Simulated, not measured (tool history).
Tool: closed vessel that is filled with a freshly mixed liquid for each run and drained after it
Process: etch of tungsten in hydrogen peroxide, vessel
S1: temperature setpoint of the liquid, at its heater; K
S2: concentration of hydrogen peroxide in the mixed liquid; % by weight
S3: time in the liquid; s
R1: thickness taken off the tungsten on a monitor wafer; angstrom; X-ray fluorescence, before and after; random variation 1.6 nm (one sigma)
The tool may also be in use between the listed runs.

run,hour,S1,S2,S3,R1
1,0,328.15,20.5,90,2295.8
2,7.7,326.65,20.5,90,2087.3
3,13.9,326.65,20.5,90,2093.9
4,18.3,326.65,20.5,90,2050.5
5,26.4,325.65,20.5,90,1953
6,35.3,325.65,20.5,90,1939.6
7,40.3,325.65,20.5,90,1962.3
8,42.5,324.65,20.5,90,1837.7

The next listed run, before its measurement:
9,50.2,324.15,20.5,90,?

{"run 9": {"R1": 1815.3}}

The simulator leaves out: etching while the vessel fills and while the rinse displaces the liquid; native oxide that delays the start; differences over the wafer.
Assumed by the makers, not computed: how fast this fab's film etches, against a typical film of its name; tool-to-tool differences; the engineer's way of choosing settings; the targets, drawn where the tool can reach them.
